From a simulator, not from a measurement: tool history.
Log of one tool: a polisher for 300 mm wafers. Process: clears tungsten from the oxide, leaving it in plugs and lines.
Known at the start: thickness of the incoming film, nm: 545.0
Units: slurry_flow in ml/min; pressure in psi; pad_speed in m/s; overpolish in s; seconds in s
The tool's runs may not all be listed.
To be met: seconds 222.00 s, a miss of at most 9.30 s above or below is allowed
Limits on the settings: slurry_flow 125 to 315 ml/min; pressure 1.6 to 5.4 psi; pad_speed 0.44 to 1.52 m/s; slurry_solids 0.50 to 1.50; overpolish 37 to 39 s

run 1 hour=0.0 | slurry_flow=205 pressure=3.5 pad_speed=0.98 slurry_solids=1.00 overpolish=37 | seconds=113.61
run 2 hour=5.6 | slurry_flow=205 pressure=3.2 pad_speed=0.96 slurry_solids=1.00 overpolish=37 | seconds=125.26
run 3 hour=6.7 | slurry_flow=205 pressure=3.2 pad_speed=0.96 slurry_solids=1.00 overpolish=39 | seconds=121.41
run 4 hour=11.3 | slurry_flow=205 pressure=3.2 pad_speed=0.96 slurry_solids=1.00 overpolish=39 | seconds=123.71
run 5 hour=11.8 | slurry_flow=205 pressure=2.9 pad_speed=0.94 slurry_solids=1.00 overpolish=39 | seconds=138.30
run 6 hour=15.0 | slurry_flow=205 pressure=2.7 pad_speed=0.92 slurry_solids=1.00 overpolish=39 | seconds=149.99
run 7 hour=22.1 | slurry_flow=205 pressure=2.5 pad_speed=0.90 slurry_solids=1.00 overpolish=39 | seconds=162.17
run 8 hour=30.4 | slurry_flow=200 pressure=1.6 pad_speed=0.84 slurry_solids=1.00 overpolish=39 | seconds=237.02

Pick the move, out of 4, that brings all results within their allowed miss; only one does.
run A hour=38.7 | slurry_flow=180 pressure=1.7 pad_speed=0.88 slurry_solids=1.05 overpolish=39 | seconds=?
run B hour=38.7 | slurry_flow=200 pressure=1.6 pad_speed=0.84 slurry_solids=1.05 overpolish=39 | seconds=?
run C hour=38.7 | slurry_flow=160 pressure=1.7 pad_speed=0.84 slurry_solids=0.95 overpolish=39 | seconds=?
run D hour=38.7 | slurry_flow=190 pressure=1.6 pad_speed=0.86 slurry_solids=0.95 overpolish=38 | seconds=?

move=A seconds=222.41
move=B seconds=237.83
move=C seconds=240.87
move=D seconds=242.07
A: all results in spec
B: misses by more than the last run did
C: misses by more than the last run did
D: misses by more than the last run did
The right move is A.
